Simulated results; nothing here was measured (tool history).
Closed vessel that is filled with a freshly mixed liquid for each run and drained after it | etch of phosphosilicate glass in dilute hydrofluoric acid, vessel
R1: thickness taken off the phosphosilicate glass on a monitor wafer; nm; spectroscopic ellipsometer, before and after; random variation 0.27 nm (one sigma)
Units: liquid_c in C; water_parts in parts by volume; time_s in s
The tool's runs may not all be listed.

run 1 hour=0 | liquid_c=25 water_parts=145 time_s=95 | R1=59.315
run 2 hour=6 | liquid_c=25 water_parts=110 time_s=95 | R1=83.464
run 3 hour=10.3 | liquid_c=25 water_parts=110 time_s=105 | R1=91.318
run 4 hour=18.1 | liquid_c=24 water_parts=125 time_s=105 | R1=75.077
run 5 hour=22.8 | liquid_c=21.5 water_parts=125 time_s=105 | R1=68.822
run 6 hour=26.2 | liquid_c=21.5 water_parts=105 time_s=105 | R1=82.918
run 7 hour=33.4 | liquid_c=21 water_parts=115 time_s=105 | R1=74.508
run 8 hour=34.7 | liquid_c=20.5 water_parts=125 time_s=105 | R1=65.059
run 9 hour=41.1 | liquid_c=20 water_parts=135 time_s=105 | R1=59.295

Run 10 comes next. What will it give?
run 10 hour=43.8 | liquid_c=19.5 water_parts=140 time_s=105 | R1=?

{"run 10": {"R1": 56.176}}
